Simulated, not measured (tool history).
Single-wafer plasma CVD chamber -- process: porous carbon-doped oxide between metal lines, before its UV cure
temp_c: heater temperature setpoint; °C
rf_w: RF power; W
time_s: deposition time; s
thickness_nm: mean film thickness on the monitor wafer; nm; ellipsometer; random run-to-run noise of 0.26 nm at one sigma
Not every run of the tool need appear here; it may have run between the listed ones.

run,hour,temp_c,rf_w,time_s,thickness_nm
1,0.0,315,620,21.8,127.99
2,4.5,315,620,22.5,131.49
3,8.6,321,600,22.5,125.02
4,13.6,325,585,22.5,120.22
5,17.4,325,635,22.5,128.96
6,20.5,325,575,22.5,118.31
7,24.8,328,570,22.5,116.38
8,26.0,330,565,22.5,114.93
9,30.9,332,560,22.5,112.52
10,33.1,333,560,22.5,112.00

Run 11 is up next; what results do you expect?
11,34.6,334,560,22.5,?

thickness_nm: 111.88 nm

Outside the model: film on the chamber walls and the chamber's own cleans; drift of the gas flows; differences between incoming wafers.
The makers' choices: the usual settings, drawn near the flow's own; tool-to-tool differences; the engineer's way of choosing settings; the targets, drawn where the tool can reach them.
